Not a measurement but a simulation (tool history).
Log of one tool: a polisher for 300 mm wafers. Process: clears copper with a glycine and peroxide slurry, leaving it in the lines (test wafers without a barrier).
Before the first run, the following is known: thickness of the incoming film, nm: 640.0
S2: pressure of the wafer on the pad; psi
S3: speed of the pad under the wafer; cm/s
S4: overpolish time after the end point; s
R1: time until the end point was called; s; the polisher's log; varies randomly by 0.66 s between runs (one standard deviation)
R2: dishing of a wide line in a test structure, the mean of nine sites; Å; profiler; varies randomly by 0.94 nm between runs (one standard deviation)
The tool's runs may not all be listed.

run 1 hour=0 | flow_of_slurry_(ml/min)=185 S2=2.6 S3=118 S4=13 | R1=101.44 R2=542.91
run 2 hour=1.9 | flow_of_slurry_(ml/min)=185 S2=2.9 S3=118 S4=13 | R1=95.24 R2=552.83
run 3 hour=3.8 | flow_of_slurry_(ml/min)=185 S2=2.6 S3=118 S4=13 | R1=103.18 R2=542.23
run 4 hour=12.4 | flow_of_slurry_(ml/min)=190 S2=2.9 S3=118 S4=11 | R1=93.307 R2=489.33
run 5 hour=15.8 | flow_of_slurry_(ml/min)=200 S2=3.1 S3=118 S4=10 | R1=88.845 R2=469.85
run 6 hour=16.6 | flow_of_slurry_(ml/min)=160 S2=3.1 S3=118 S4=10 | R1=91.533 R2=454.07
run 7 hour=19.3 | flow_of_slurry_(ml/min)=170 S2=3.3 S3=118 S4=9 | R1=87.603 R2=474.84

What does the tool deliver on the next run?
run 8 hour=22.4 | flow_of_slurry_(ml/min)=185 S2=3.5 S3=118 S4=8 | R1=? R2=?

{"run 8": {"R1": 82.272, "R2": 429.72}}

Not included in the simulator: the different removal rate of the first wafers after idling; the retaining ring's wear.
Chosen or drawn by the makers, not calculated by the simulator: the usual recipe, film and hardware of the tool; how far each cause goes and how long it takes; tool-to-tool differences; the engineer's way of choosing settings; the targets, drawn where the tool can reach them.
